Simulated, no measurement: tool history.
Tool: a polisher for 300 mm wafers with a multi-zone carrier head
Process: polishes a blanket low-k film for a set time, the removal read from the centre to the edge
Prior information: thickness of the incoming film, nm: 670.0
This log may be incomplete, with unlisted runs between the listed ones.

run,day,flow of slurry (ml/min),pressure of the head's centre zone,pressure of the head's middle zone,pressure of the head's edge zone,abrasive content of the slurry,polishing time (s),film removed at the wafer's centre (angstrom),film removed at mid-radius (angstrom),film removed at the wafer's edge (angstrom)
1,0.000,140,1.00,1.00,1.00,1.00,35,101.100,117.150,118.510
2,0.146,140,1.00,1.00,1.00,1.00,41,118.030,137.240,138.460
3,0.262,170,1.00,1.00,1.00,1.00,41,123.510,139.840,138.910
4,0.396,170,1.00,1.00,1.00,1.10,41,127.450,146.120,150.090
5,0.488,170,1.00,1.00,1.00,1.30,41,137.460,160.390,166.130
6,0.704,170,1.00,0.94,1.00,1.30,41,138.340,154.480,158.010
7,0.729,170,1.02,0.92,1.03,1.20,39,131.770,141.800,147.570
8,0.900,170,1.04,0.90,1.05,1.10,36,119.590,121.650,133.820
# day 1.188: centre zone pressure recalibrated
9,1.188,175,1.05,0.89,1.04,1.00,34,120.260,107.650,121.400
10,1.450,170,1.03,0.88,1.02,0.95,33,109.370,97.515,113.200
11,1.692,170,1.02,0.90,0.99,0.90,32,103.870,95.748,104.330
12,1.971,165,1.01,0.89,0.97,0.85,32,97.880,91.461,100.550
13,2.096,165,1.01,0.88,0.96,0.80,31,91.798,84.835,93.161
14,2.225,160,1.01,0.87,0.95,0.75,31,86.624,81.258,88.643
15,2.425,160,1.02,0.86,0.95,0.70,31,84.479,76.371,83.433
16,2.546,155,1.03,0.85,0.95,0.70,31,84.019,74.550,83.341
17,2.908,150,1.04,0.84,0.94,0.70,31,85.326,73.854,82.741
18,2.992,145,1.05,0.84,0.93,0.70,31,85.508,73.046,80.603
19,3.238,140,1.05,0.84,0.93,0.70,31,83.984,72.730,83.154
20,3.279,140,1.05,0.84,0.92,0.70,31,84.892,72.660,81.586
21,3.542,135,1.05,0.84,0.91,0.70,31,83.687,72.224,81.761
22,3.867,135,1.06,0.84,0.90,0.70,31,86.232,72.967,81.763

What does the tool deliver on the next run?
23,4.025,130,1.06,0.84,0.89,0.70,31,?,?,?

{"run 23": {"film removed at the wafer's centre (angstrom)": 85.154, "film removed at mid-radius (angstrom)": 71.006, "film removed at the wafer's edge (angstrom)": 79.511}}
